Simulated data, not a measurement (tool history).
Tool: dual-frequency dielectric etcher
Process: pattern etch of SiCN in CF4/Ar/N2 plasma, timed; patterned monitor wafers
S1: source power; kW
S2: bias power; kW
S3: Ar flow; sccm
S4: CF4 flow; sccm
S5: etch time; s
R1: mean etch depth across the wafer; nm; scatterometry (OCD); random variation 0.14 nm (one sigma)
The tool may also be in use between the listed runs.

{"run": 1, "hour": 0.0, "S1": 0.46, "S2": 0.068, "S3": 88, "S4": 60, "S5": 88.5, "R1": 84.711}
{"run": 2, "hour": 3.5, "S1": 0.46, "S2": 0.068, "S3": 88, "S4": 53, "S5": 88.5, "R1": 82.226}
{"run": 3, "hour": 8.9, "S1": 0.46, "S2": 0.073, "S3": 88, "S4": 53, "S5": 88.5, "R1": 83.898}
{"run": 4, "hour": 10.6, "S1": 0.44, "S2": 0.073, "S3": 88, "S4": 53, "S5": 88.5, "R1": 80.982}
{"run": 5, "hour": 15.1, "S1": 0.42, "S2": 0.073, "S3": 88, "S4": 53, "S5": 88.5, "R1": 78.729}
{"run": 6, "hour": 21.5, "S1": 0.42, "S2": 0.073, "S3": 76, "S4": 53, "S5": 88.5, "R1": 81.057}
{"run": 7, "hour": 26.2, "S1": 0.4, "S2": 0.073, "S3": 76, "S4": 53, "S5": 88.5, "R1": 78.21}
{"hour": 30.9, "done": "Ar flow controller replaced"}
{"run": 8, "hour": 30.9, "S1": 0.39, "S2": 0.073, "S3": 76, "S4": 53, "S5": 88.5, "R1": 77.785}
{"run": 9, "hour": 38.4, "S1": 0.38, "S2": 0.073, "S3": 76, "S4": 53, "S5": 88.5, "R1": 76.427}

Forecast run 10:
{"run": 10, "hour": 43.5, "S1": 0.37, "S2": 0.073, "S3": 76, "S4": 53, "S5": 88.5, "R1": "?"}

{"run 10": {"R1": 74.785}}
